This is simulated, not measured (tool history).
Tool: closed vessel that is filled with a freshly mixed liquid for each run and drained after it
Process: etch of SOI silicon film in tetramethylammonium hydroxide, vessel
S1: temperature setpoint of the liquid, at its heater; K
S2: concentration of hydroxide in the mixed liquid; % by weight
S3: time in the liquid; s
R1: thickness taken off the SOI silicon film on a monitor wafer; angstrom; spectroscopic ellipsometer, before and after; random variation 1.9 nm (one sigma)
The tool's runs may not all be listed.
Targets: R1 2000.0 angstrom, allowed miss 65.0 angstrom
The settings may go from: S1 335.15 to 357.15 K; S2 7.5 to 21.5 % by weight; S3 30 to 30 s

run,hour,S1,S2,S3,R1
1,0.0,348.15,14.5,30,2445.8
2,1.9,348.15,14.5,30,2385.6
3,5.0,347.65,14.5,30,2294.8
4,6.1,353.15,14.5,30,3202.4
5,7.5,353.15,12.0,30,3470.3
6,9.3,351.65,12.0,30,3247.8
7,11.2,350.15,12.0,30,2927.5
8,16.7,349.15,12.0,30,2823.4
9,25.7,348.15,12.0,30,2598.4

4 next moves are on the table. One of them brings every result within its allowed miss. Which?
A,34.7,340.65,9.0,30,?
B,34.7,343.65,12.0,30,?
C,34.7,345.65,12.5,30,?
D,34.7,341.65,10.5,30,?

move,R1
A,1863.3
B,1999.2
C,2207.9
D,1867.3
A: takes the result that was furthest off past its target
B: meets every target
C: nearer than the last run, and not there yet
D: takes the result that was furthest off past its target
The right move is B.

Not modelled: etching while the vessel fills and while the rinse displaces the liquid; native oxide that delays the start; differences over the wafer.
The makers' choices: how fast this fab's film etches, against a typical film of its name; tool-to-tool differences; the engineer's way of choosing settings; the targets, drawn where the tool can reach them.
